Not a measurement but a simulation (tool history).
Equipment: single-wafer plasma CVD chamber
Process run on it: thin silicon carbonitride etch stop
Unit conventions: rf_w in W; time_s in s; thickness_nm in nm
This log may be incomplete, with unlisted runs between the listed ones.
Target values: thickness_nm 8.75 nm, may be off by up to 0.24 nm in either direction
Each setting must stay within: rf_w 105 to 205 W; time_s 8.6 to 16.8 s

{"run": 1, "hour": 0.0, "rf_w": 155, "time_s": 12.7, "thickness_nm": 6.7162}
{"run": 2, "hour": 6.0, "rf_w": 165, "time_s": 13.6, "thickness_nm": 7.315}
{"run": 3, "hour": 7.3, "rf_w": 155, "time_s": 13.6, "thickness_nm": 7.2203}
{"run": 4, "hour": 11.6, "rf_w": 160, "time_s": 14.3, "thickness_nm": 7.6709}
{"run": 5, "hour": 16.3, "rf_w": 150, "time_s": 14.3, "thickness_nm": 7.4421}
{"run": 6, "hour": 20.8, "rf_w": 150, "time_s": 13.5, "thickness_nm": 7.0779}
{"run": 7, "hour": 25.3, "rf_w": 150, "time_s": 13.5, "thickness_nm": 7.0474}
{"run": 8, "hour": 32.8, "rf_w": 160, "time_s": 14.2, "thickness_nm": 7.5885}

Exactly one of the 4 candidate moves below puts every result within its allowed miss. Which one?
{"run": "A", "hour": 40.3, "rf_w": 185, "time_s": 15.4, "thickness_nm": "?"}
{"run": "B", "hour": 40.3, "rf_w": 160, "time_s": 11.7, "thickness_nm": "?"}
{"run": "C", "hour": 40.3, "rf_w": 165, "time_s": 16.8, "thickness_nm": "?"}
{"run": "D", "hour": 40.3, "rf_w": 190, "time_s": 16.7, "thickness_nm": "?"}

move=A thickness_nm=8.6672
move=B thickness_nm=6.2604
move=C thickness_nm=9.0869
move=D thickness_nm=9.4853
A: all results in spec
B: further off than the last run
C: moves the result that the last run missed by most past its target, out the other side
D: moves the result that the last run missed by most past its target, out the other side
The move that meets every target is A.
